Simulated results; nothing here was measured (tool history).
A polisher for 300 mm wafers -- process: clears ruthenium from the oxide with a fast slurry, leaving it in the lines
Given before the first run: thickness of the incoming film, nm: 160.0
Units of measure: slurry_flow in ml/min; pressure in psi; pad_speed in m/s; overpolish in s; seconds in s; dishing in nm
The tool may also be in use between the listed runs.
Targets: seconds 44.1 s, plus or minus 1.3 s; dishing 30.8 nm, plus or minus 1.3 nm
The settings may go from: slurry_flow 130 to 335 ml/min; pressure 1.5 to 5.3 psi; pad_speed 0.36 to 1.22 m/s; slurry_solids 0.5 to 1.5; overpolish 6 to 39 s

run,hour,slurry_flow,pressure,pad_speed,slurry_solids,overpolish,seconds,dishing
1,0,215,3.4,0.78,1,20,50.999,49.288
2,2.5,215,3.4,0.88,1,20,45.449,53.995
3,9.6,245,3.4,0.88,1,20,44.901,53.964
4,15.8,245,3.4,0.98,1,20,40.805,58.362
5,17.2,245,3.4,0.98,0.8,20,43.609,55.447
6,23.7,245,3.4,0.98,0.8,27,44.382,68.965
7,27.2,265,3.4,0.98,0.75,22,45.682,57.388
8,29.4,235,3.4,0.98,0.75,18,45.933,49.958
9,37.3,260,3.3,0.98,0.75,15,47.21,42.409
10,45.8,275,3.3,0.98,0.75,13,46.601,36.809
11,46.5,285,3.3,0.98,0.75,12,46.194,34.354
12,47.8,310,3.4,0.98,0.75,8,45.103,25.409
13,56.5,250,3.6,0.98,0.75,9,42.803,28.734

Exactly one of the 4 candidate moves below puts every result within its allowed miss. Which one?
A,65.2,185,3.4,0.88,1.15,10,?,?
B,65.2,230,3.3,1.14,0.65,9,?,?
C,65.2,240,3.3,0.96,0.95,11,?,?
D,65.2,260,3.6,0.9,0.7,12,?,?

move,seconds,dishing
A,44.186,30.544
B,43.527,28.177
C,43.587,33.625
D,47.373,33.735
A: all results land within tolerance of their targets
B: the biggest miss grows against the last run
C: pushes the last run's worst result past its target
D: pushes the last run's worst result past its target
So the answer is move A, the one that meets all the targets.

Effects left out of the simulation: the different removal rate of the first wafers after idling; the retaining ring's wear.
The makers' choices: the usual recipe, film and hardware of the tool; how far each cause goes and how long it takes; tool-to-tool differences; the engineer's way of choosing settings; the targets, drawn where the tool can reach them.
